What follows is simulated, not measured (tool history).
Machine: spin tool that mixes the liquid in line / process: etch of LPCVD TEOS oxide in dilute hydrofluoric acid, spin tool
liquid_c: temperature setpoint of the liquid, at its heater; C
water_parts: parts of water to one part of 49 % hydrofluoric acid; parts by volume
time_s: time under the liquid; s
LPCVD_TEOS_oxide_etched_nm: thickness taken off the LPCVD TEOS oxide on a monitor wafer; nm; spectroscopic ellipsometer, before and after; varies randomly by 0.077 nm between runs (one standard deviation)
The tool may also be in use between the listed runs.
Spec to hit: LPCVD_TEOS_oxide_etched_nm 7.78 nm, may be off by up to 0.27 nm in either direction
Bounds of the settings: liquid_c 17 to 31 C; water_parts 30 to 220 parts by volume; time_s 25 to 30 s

run,hour,liquid_c,water_parts,time_s,LPCVD_TEOS_oxide_etched_nm
1,0,23,125,30,5.8778
2,7.3,23,125,25,4.8559
3,15.2,21.5,125,25,4.5768
4,16.2,24,125,25,5.1204
5,18.8,25.5,120,25,5.6259
6,22,26.5,115,25,6.0656
7,26.9,27.5,110,25,6.5347
8,27.9,27.5,110,25,6.6479
9,35.6,28.5,110,25,6.87
10,42.7,29,110,25,7.1169
11,45,29.5,110,25,7.1989
12,49.9,30,110,25,7.2845

Which of these 4 next moves meets every target?
A,54.8,27.5,105,25,?
B,54.8,29,95,25,?
C,54.8,28,105,30,?
D,54.8,28.5,100,25,?

move,LPCVD_TEOS_oxide_etched_nm
A,7.0345
B,8.3448
C,8.6039
D,7.7249
A: its largest miss is bigger than the last run's
B: takes the biggest miss from the last run beyond its target
C: takes the biggest miss from the last run beyond its target
D: all results land within tolerance of their targets
D is the move that brings every result within its allowed miss.

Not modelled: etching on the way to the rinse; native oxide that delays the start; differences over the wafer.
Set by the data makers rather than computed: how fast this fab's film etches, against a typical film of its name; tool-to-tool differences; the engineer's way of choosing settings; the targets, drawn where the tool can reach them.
